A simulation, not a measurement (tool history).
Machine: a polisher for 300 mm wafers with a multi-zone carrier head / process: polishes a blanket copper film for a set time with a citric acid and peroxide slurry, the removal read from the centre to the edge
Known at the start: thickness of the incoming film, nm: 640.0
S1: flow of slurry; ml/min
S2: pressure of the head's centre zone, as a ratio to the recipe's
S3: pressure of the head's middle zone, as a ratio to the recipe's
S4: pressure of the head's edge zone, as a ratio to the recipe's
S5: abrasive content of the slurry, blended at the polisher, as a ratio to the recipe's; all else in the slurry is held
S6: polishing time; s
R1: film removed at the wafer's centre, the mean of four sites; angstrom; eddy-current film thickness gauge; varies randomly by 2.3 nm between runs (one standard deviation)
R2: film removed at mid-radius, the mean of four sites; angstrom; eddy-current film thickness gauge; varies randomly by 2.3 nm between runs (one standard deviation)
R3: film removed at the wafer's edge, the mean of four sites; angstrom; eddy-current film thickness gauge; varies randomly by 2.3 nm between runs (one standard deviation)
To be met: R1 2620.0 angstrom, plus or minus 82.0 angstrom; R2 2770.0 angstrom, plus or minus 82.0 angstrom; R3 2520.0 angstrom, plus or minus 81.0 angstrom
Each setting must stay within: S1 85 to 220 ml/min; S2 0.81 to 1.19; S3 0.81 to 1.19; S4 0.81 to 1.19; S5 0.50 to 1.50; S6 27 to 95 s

| run | hour | S1 | S2 | S3 | S4 | S5 | S6 | R1 | R2 | R3 |
|---|---|---|---|---|---|---|---|---|---|---|
| 1 | 0.0 | 140 | 1.00 | 1.00 | 1.00 | 1.00 | 61 | 1749.1 | 1796.5 | 1704.2 |
| 2 | 6.5 | 140 | 1.00 | 0.92 | 1.00 | 1.00 | 61 | 1761.2 | 1652.0 | 1714.4 |
| 3 | 12.8 | 145 | 1.01 | 0.94 | 1.01 | 1.05 | 62 | 1814.6 | 1736.8 | 1816.1 |
| 4 | 14.9 | 145 | 1.01 | 0.94 | 1.06 | 1.05 | 62 | 1799.5 | 1745.1 | 1844.4 |
| 5 | 15.7 | 145 | 1.01 | 0.85 | 1.06 | 1.05 | 62 | 1800.3 | 1629.9 | 1856.5 |
| 6 | 20.2 | 145 | 1.01 | 0.89 | 1.06 | 1.05 | 62 | 1771.5 | 1656.5 | 1835.4 |
| 7 | 28.6 | 150 | 1.02 | 0.92 | 1.06 | 1.10 | 63 | 1905.5 | 1772.6 | 1863.7 |
| 8 | 32.1 | 150 | 1.02 | 0.93 | 1.07 | 1.15 | 65 | 1981.9 | 1884.7 | 2006.1 |
| 9 | 32.9 | 155 | 1.03 | 0.95 | 1.08 | 1.20 | 65 | 2018.2 | 1944.5 | 2041.2 |
| 10 | 37.4 | 160 | 1.04 | 0.97 | 1.09 | 1.25 | 66 | 2134.4 | 2033.5 | 2109.8 |
| 11 | 42.4 | 165 | 1.04 | 0.99 | 1.10 | 1.30 | 66 | 2165.7 | 2130.0 | 2127.0 |
| 12 | 45.1 | 165 | 1.04 | 1.00 | 1.11 | 1.30 | 67 | 2164.8 | 2139.9 | 2161.4 |
| 13 | 52.7 | 205 | 1.09 | 1.10 | 1.14 | 1.50 | 72 | 2665.3 | 2681.4 | 2533.6 |

4 candidate next runs follow, results not yet known. Just one meets every target within its allowed miss. Identify it.
| A | 60.3 | 195 | 0.97 | 1.02 | 1.19 | 1.50 | 75 | ? | ? | ? |
| B | 60.3 | 195 | 1.09 | 1.07 | 1.15 | 1.50 | 72 | ? | ? | ? |
| C | 60.3 | 180 | 1.08 | 1.14 | 1.14 | 1.50 | 73 | ? | ? | ? |
| D | 60.3 | 160 | 0.95 | 1.06 | 1.19 | 1.45 | 80 | ? | ? | ? |

| move | R1 | R2 | R3 |
|---|---|---|---|
| A | 2463.2 | 2569.3 | 2652.8 |
| B | 2660.5 | 2567.5 | 2502.6 |
| C | 2635.5 | 2713.4 | 2500.3 |
| D | 2456.9 | 2715.0 | 2736.0 |
A: misses by more than the last run did
B: misses by more than the last run did
C: every result within its allowed miss
D: corrects the largest miss of the last run, while another result sits out of spec
So the answer is move C, the one that meets all the targets.

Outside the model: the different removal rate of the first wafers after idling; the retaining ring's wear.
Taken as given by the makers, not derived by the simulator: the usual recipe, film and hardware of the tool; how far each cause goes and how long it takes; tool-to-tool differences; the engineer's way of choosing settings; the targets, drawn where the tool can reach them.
